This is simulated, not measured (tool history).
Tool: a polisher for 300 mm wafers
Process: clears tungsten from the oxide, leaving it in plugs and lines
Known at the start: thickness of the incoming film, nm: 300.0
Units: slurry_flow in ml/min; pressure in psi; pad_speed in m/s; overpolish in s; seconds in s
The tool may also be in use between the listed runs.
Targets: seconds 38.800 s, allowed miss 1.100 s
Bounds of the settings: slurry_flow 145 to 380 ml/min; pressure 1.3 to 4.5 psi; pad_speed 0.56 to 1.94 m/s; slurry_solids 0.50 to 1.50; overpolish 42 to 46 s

run	hour	slurry_flow	pressure	pad_speed	slurry_solids	overpolish	seconds
1	0.0	245	2.9	1.24	1.00	42	61.211
2	7.4	245	2.9	1.02	1.00	42	73.111
3	8.4	245	2.9	1.02	0.85	42	74.213
4	16.4	250	3.3	1.04	0.85	42	65.797
5	17.5	250	3.8	1.04	0.85	42	57.328
6	23.4	310	3.8	1.04	0.85	42	56.903
7	32.4	310	4.0	1.10	0.85	42	51.212
8	33.1	310	4.1	1.14	0.85	42	48.185
9	34.6	310	4.2	1.18	0.85	42	45.177
10	36.3	310	4.3	1.20	0.85	42	43.996
11	42.3	310	4.3	1.20	0.85	42	43.803
12	51.1	310	4.3	1.20	0.85	42	43.781

Which of these 5 next moves meets every target?
A	59.9	335	4.5	1.38	0.80	46	?
B	59.9	325	4.5	1.30	0.85	42	?
C	59.9	270	4.1	1.16	0.65	42	?
D	59.9	315	3.8	1.44	0.70	42	?
E	59.9	315	4.3	1.24	0.90	42	?

move	seconds
A	36.880
B	38.800
C	50.072
D	42.465
E	42.089
A: takes the result that was furthest off past its target
B: meets every target
C: further off than the last run
D: nearer than the last run, and not there yet
E: nearer than the last run, and not there yet
The right move is B.
